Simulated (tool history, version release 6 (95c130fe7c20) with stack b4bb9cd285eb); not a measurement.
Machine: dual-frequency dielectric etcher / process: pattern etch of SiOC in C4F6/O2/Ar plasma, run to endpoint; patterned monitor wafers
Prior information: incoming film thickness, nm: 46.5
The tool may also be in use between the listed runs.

Run 1, hour 0: bias power (W) 446, source power (W) 350. Result: endpoint time (s) 17.441.
Run 2, hour 8.7: bias power (W) 509, source power (W) 350. Result: endpoint time (s) 16.424.
Run 3, hour 10.6: bias power (W) 585, source power (W) 350. Result: endpoint time (s) 15.514.
Run 4, hour 16.2: bias power (W) 554, source power (W) 350. Result: endpoint time (s) 15.883.
Run 5, hour 19.8: bias power (W) 554, source power (W) 290. Result: endpoint time (s) 16.915.
Run 6, hour 21.2: bias power (W) 563, source power (W) 310. Result: endpoint time (s) 16.497.
Run 7, hour 27.7: bias power (W) 571, source power (W) 320. Result: endpoint time (s) 16.233.
Run 8, hour 33.7: bias power (W) 578, source power (W) 330. Result: endpoint time (s) 15.885.
Run 9, hour 39.7: bias power (W) 584, source power (W) 340. Result: endpoint time (s) 15.637.
Run 10, hour 40.5: bias power (W) 589, source power (W) 350. Result: endpoint time (s) 15.361.
Run 11, hour 49.1: bias power (W) 593, source power (W) 360. Result: endpoint time (s) 15.243.
Run 12, hour 53.2: bias power (W) 597, source power (W) 370. Result: endpoint time (s) 15.073.
Run 13, hour 55.5: bias power (W) 600, source power (W) 380. Result: endpoint time (s) 14.912.

Run 14 comes next. What will it give?
Run 14, hour 64.1: bias power (W) 603, source power (W) 390. Result: endpoint time (s) ?.

endpoint time (s): 14.724
